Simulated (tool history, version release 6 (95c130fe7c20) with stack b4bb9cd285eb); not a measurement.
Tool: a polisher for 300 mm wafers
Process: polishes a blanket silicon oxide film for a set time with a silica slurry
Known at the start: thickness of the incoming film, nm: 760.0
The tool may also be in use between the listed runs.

| run | day | flow of slurry (ml/min) | pressure of the wafer on the pad (psi) | speed of the pad under the wafer (m/s) | abrasive content of the slurry | polishing time (s) | film removed (Å) |
|---|---|---|---|---|---|---|---|
| 1 | 0 | 300 | 2.8 | 0.92 | 1 | 52 | 1092.2 |
| 2 | 0.208 | 300 | 2.4 | 0.88 | 1 | 52 | 931.99 |
| 3 | 0.325 | 300 | 2.4 | 0.74 | 1 | 52 | 808.59 |
| 4 | 0.612 | 300 | 2.8 | 0.74 | 1 | 52 | 896.83 |
| 5 | 0.904 | 300 | 2.8 | 0.74 | 1 | 52 | 897.61 |
| 6 | 1.075 | 300 | 2.8 | 0.74 | 1 | 52 | 906.49 |

Run 7 is up next; what results do you expect?
| 7 | 1.396 | 300 | 2.8 | 0.74 | 1 | 52 | ? |

{"run 7": {"film removed (Å)": 901.91}}

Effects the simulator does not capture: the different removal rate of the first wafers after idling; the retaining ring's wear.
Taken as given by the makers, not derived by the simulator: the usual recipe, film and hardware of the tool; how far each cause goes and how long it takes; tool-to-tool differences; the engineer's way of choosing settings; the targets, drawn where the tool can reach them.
